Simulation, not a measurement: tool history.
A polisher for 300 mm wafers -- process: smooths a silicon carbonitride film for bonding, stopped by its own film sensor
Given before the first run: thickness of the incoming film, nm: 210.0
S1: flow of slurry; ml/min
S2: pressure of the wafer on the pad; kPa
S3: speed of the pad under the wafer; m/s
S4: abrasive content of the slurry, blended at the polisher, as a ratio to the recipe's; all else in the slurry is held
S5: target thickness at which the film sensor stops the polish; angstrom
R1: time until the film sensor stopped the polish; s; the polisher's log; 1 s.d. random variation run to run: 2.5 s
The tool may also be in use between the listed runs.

run 1 hour=0.0 | S1=135 S2=9.7 S3=1.00 S4=1.0 S5=1940 | R1=104.410
run 2 hour=8.5 | S1=110 S2=9.7 S3=1.00 S4=1.0 S5=1940 | R1=107.340
run 3 hour=14.3 | S1=110 S2=8.3 S3=0.98 S4=1.0 S5=1940 | R1=125.500
run 4 hour=20.1 | S1=110 S2=9.7 S3=0.98 S4=1.0 S5=1940 | R1=110.130
run 5 hour=22.5 | S1=110 S2=9.7 S3=1.18 S4=1.0 S5=1940 | R1=95.276
run 6 hour=27.1 | S1=140 S2=9.7 S3=1.18 S4=1.0 S5=1940 | R1=91.638
run 7 hour=31.8 | S1=140 S2=7.6 S3=1.14 S4=1.0 S5=1940 | R1=117.340
run 8 hour=35.1 | S1=140 S2=7.6 S3=1.14 S4=1.0 S5=1940 | R1=121.480
run 9 hour=35.6 | S1=140 S2=6.9 S3=1.12 S4=1.0 S5=1940 | R1=131.150
run 10 hour=42.0 | S1=140 S2=6.9 S3=1.12 S4=1.0 S5=1940 | R1=134.510
run 11 hour=49.6 | S1=140 S2=6.2 S3=1.12 S4=1.0 S5=1940 | R1=144.550

For run 12, what comes out?
run 12 hour=52.4 | S1=140 S2=5.5 S3=1.12 S4=1.0 S5=1940 | R1=?

For run 12 the tool returned R1 160.800 s.
